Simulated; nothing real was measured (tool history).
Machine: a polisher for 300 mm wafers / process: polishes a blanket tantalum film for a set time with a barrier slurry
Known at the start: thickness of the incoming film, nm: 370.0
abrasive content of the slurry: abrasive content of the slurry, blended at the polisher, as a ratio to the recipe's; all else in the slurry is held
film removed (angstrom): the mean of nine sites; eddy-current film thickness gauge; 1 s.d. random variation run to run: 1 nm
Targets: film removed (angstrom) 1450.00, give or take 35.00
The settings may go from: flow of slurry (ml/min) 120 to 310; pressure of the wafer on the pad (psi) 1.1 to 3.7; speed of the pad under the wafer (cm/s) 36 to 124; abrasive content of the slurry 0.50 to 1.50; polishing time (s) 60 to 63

run	hour	flow of slurry (ml/min)	pressure of the wafer on the pad (psi)	speed of the pad under the wafer (cm/s)	abrasive content of the slurry	polishing time (s)	film removed (angstrom)
1	0.0	200	2.4	80	1.00	60	1004.30
2	1.7	200	2.0	80	1.00	60	851.93
3	4.5	220	2.0	80	1.00	60	854.90
4	9.2	220	2.3	80	1.00	60	970.97
5	16.0	220	2.3	80	1.00	63	1031.80
6	19.6	220	2.5	80	1.00	63	1106.80
7	28.1	220	2.7	80	1.00	63	1197.00
8	31.4	220	2.8	80	1.00	63	1249.10
9	34.6	220	2.9	80	1.00	63	1280.60
10	40.1	220	3.0	80	1.00	63	1343.90
11	47.2	220	3.1	80	1.00	63	1372.10

Next run, 4 choices. One meets every target within its allowed miss, the rest don't. Which?
A	54.3	195	3.4	74	1.10	62	?
B	54.3	170	3.2	82	0.95	61	?
C	54.3	205	2.8	90	1.15	62	?
D	54.3	260	3.4	78	0.95	61	?

move	film removed (angstrom)
A	1381.10
B	1332.90
C	1367.40
D	1423.50
A: nearer the targets than the last run, but a result is still out of spec
B: misses by more than the last run did
C: misses by more than the last run did
D: all results in spec
The move that meets every target is D.
